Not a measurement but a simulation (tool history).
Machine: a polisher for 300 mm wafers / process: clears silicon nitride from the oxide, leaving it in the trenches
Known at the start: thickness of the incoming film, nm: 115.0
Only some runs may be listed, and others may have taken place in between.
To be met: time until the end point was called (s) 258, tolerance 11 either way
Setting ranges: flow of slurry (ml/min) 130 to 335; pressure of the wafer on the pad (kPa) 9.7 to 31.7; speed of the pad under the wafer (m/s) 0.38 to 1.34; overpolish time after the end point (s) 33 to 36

run	hour	flow of slurry (ml/min)	pressure of the wafer on the pad (kPa)	speed of the pad under the wafer (m/s)	overpolish time after the end point (s)	time until the end point was called (s)
1	0	215	20.7	0.86	33	168.7
2	7.1	215	20.7	0.86	36	166.44
3	14.3	215	20.7	0.86	36	167.66
4	21.5	215	18.6	0.86	36	185.99
5	24.7	215	17.2	0.86	36	203.99
6	33.3	215	17.2	0.78	36	219.3
7	39.5	215	16.5	0.78	36	226.79
8	42.9	215	15.9	0.78	36	232.68
9	51.4	215	15.9	0.78	36	237.52

Which single option among these 5 for the next run brings every result within its allowed miss of target? Just one does.
A	59.9	240	13.8	0.8	33	?
B	59.9	235	14.5	0.92	34	?
C	59.9	225	15.9	0.84	35	?
D	59.9	140	16.5	0.9	33	?
E	59.9	210	13.8	0.94	36	?

move	time until the end point was called (s)
A	261.9
B	220.78
C	220.76
D	212.28
E	229.73
A: meets every target
B: moves away from the targets compared with the last run
C: moves away from the targets compared with the last run
D: moves away from the targets compared with the last run
E: moves away from the targets compared with the last run
The move that meets every target is A.

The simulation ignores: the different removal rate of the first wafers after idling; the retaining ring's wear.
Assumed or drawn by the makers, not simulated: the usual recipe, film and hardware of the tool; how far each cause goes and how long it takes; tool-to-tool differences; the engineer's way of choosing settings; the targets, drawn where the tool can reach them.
